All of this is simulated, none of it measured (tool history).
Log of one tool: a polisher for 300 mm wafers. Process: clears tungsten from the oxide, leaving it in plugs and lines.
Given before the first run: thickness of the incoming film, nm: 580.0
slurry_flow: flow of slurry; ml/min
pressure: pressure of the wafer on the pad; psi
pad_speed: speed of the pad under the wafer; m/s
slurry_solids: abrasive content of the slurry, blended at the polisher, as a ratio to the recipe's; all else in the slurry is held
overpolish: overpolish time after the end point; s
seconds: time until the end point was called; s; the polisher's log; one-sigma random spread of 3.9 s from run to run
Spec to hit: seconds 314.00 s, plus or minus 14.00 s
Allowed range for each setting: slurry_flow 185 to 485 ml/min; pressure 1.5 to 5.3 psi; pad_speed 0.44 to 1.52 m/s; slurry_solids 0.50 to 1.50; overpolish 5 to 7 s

run    day  slurry_flow  pressure  pad_speed  slurry_solids  overpolish  seconds
  1  0.000          310       3.4       0.98           1.00           7   161.18
  2  0.279          310       3.4       0.98           1.00           5   163.07
  3  0.496          310       3.4       0.98           0.90           5   165.69
  4  0.575          310       2.8       0.94           0.90           5   205.69
  5  0.917          310       2.2       0.94           0.90           5   258.46
  6  0.967          310       2.2       0.94           1.00           5   257.50
  7  1.317          310       2.0       0.94           1.00           5   276.95
  8  1.354          310       1.9       0.94           1.00           5   292.15

Which one of the following 5 next-run settings gets every result inside its allowed miss? There is exactly one.
  A  1.392          360       1.9       0.94           1.20           7        ?
  B  1.392          300       1.9       0.86           1.10           5        ?
  C  1.392          325       2.2       0.90           1.05           5        ?
  D  1.392          290       1.5       1.00           0.95           5        ?
  E  1.392          370       1.5       0.94           1.10           5        ?

move  seconds
   A   277.11
   B   313.21
   C   261.54
   D   350.78
   E   352.43
A: the biggest miss grows against the last run
B: meets every target
C: the biggest miss grows against the last run
D: carries the result that was furthest off beyond its target, to the other side
E: carries the result that was furthest off beyond its target, to the other side
Go with B: it meets all targets.
